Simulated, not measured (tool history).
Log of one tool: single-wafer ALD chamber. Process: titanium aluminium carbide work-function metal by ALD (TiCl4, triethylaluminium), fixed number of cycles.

run,hour,heater temperature setpoint (K),triethylaluminium pulse time (s),mean film thickness on the monitor wafer (nm)
1,0.0,568.15,7.00,1.8152
2,2.9,566.15,6.92,1.7860
3,10.5,565.15,6.86,1.7903
4,18.5,565.15,5.41,1.7043
5,20.1,565.15,6.58,1.7571
6,28.0,561.15,6.58,1.7432
7,36.9,560.15,6.51,1.7201
8,43.1,559.15,6.48,1.7294

The next listed run, before its measurement:
9,46.0,551.15,5.91,?

Run 9 gave mean film thickness on the monitor wafer (nm) 1.6445.
